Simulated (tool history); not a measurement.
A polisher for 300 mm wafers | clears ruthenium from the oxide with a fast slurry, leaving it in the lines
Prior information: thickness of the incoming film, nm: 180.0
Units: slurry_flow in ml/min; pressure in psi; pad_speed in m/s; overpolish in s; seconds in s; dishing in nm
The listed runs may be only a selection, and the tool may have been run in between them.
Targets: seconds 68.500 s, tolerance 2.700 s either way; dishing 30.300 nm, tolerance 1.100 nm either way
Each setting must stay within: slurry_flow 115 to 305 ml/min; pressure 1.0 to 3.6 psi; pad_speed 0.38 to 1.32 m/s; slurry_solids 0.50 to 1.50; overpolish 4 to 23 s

run	hour	slurry_flow	pressure	pad_speed	slurry_solids	overpolish	seconds	dishing
1	0.0	195	2.3	0.84	1.00	12	51.235	34.175
2	0.6	195	2.3	0.84	1.00	7	51.472	20.824
3	8.7	195	2.3	0.84	1.20	7	47.263	21.288
4	16.3	195	2.3	0.84	1.10	7	49.193	21.056
5	17.3	195	2.3	0.70	1.10	7	58.318	17.958
6	23.6	195	2.3	0.80	1.10	7	53.567	20.311
7	24.2	190	2.3	0.80	1.05	8	52.813	23.023
8	30.5	190	2.3	0.80	1.05	8	54.195	22.928
9	36.1	180	2.3	0.80	1.00	8	54.614	21.923

Consider the 4 candidate settings below. Which is the only one whose results all fall within their allowed miss of target?
A	41.7	155	2.1	0.64	1.30	14	?	?
B	41.7	170	2.5	0.86	1.05	10	?	?
C	41.7	205	2.1	0.92	1.10	10	?	?
D	41.7	175	2.6	0.64	1.10	13	?	?

move	seconds	dishing
A	69.168	30.672
B	46.481	32.481
C	49.451	30.646
D	58.334	33.570
A: every result lands within tolerance
B: takes the result that was furthest off past its target
C: brings the last run's worst result on target, with another outside its allowed miss
D: takes the result that was furthest off past its target
The move that meets every target is A.
